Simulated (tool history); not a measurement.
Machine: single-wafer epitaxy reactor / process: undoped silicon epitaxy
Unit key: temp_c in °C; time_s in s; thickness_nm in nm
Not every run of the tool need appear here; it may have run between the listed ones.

{"run": 1, "hour": 0.0, "temp_c": 640, "time_s": 323, "thickness_nm": 45.695}
{"run": 2, "hour": 2.6, "temp_c": 641, "time_s": 323, "thickness_nm": 46.996}
{"run": 3, "hour": 10.8, "temp_c": 642, "time_s": 323, "thickness_nm": 48.214}
{"run": 4, "hour": 12.6, "temp_c": 648, "time_s": 323, "thickness_nm": 55.761}
{"run": 5, "hour": 19.7, "temp_c": 647, "time_s": 323, "thickness_nm": 54.752}
{"run": 6, "hour": 21.8, "temp_c": 647, "time_s": 342, "thickness_nm": 57.857}
{"run": 7, "hour": 24.4, "temp_c": 646, "time_s": 342, "thickness_nm": 56.132}

For run 8, what comes out?
{"run": 8, "hour": 26.9, "temp_c": 645, "time_s": 342, "thickness_nm": "?"}

{"run 8": {"thickness_nm": 54.851}}
